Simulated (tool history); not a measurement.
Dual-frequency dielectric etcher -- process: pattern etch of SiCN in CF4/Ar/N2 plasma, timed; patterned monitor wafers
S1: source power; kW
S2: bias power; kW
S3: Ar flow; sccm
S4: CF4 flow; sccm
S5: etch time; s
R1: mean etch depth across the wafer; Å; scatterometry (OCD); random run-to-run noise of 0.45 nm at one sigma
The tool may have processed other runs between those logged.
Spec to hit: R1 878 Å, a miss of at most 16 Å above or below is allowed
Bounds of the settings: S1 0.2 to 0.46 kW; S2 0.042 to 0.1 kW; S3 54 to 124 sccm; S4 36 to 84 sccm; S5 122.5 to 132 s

run,day,S1,S2,S3,S4,S5,R1
1,0,0.33,0.071,89,60,132,732.25
2,0.038,0.34,0.071,89,60,132,761.67
3,0.383,0.37,0.071,89,60,132,827.77
4,0.742,0.37,0.071,89,60,132,830.64
5,0.817,0.37,0.065,89,60,132,807.45
6,0.9,0.37,0.065,89,51,132,780.86
7,1.017,0.39,0.065,89,51,132,819.86
8,1.129,0.39,0.065,89,51,132,813.45
9,1.492,0.41,0.065,89,51,132,859.35

Of the 5 settings listed for the next run, only one would bring every result within its allowed miss of target. Which one?
A,1.854,0.46,0.069,89,50,124,?
B,1.854,0.4,0.065,92,55,128,?
C,1.854,0.45,0.066,89,52,125.5,?
D,1.854,0.41,0.063,98,66,129,?
E,1.854,0.4,0.075,97,50,126.5,?

move,R1
A,912.39
B,826.74
C,903.35
D,877.7
E,821.93
A: the result that was furthest off in the last run now lies on the other side of its target
B: further off than the last run
C: the result that was furthest off in the last run now lies on the other side of its target
D: hits every target within its allowed miss
E: further off than the last run
Correct choice: D, which meets every target
